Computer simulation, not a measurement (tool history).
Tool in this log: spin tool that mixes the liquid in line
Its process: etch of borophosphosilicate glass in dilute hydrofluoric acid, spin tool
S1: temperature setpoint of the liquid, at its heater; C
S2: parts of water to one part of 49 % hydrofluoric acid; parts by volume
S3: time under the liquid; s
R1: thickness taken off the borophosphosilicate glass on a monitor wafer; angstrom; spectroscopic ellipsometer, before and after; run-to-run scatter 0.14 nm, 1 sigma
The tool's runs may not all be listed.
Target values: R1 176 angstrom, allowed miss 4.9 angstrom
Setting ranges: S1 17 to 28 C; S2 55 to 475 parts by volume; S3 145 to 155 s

run	hour	S1	S2	S3	R1
1	0	20	265	145	247.6
2	1.6	21.5	265	145	257.53
3	8.2	21.5	265	155	277.45
4	13.6	21	275	155	261.66
5	16.8	20.5	280	155	249.94
6	18.9	20	285	155	239.64
7	27	19.5	290	155	233.76
8	34.1	19.5	295	155	226.38

5 next moves are on the table. One of them brings every result within its allowed miss. Which?
A	41.2	22.5	405	155	?
B	41.2	18.5	310	155	?
C	41.2	20.5	335	145	?
D	41.2	19.5	360	145	?
E	41.2	23.5	375	145	?

move	R1
A	164.82
B	203
C	184.91
D	162.52
E	176.82
A: takes the biggest miss from the last run beyond its target
B: better than the last run, though not everything is in spec
C: better than the last run, though not everything is in spec
D: takes the biggest miss from the last run beyond its target
E: every result lands within tolerance
E meets every target.

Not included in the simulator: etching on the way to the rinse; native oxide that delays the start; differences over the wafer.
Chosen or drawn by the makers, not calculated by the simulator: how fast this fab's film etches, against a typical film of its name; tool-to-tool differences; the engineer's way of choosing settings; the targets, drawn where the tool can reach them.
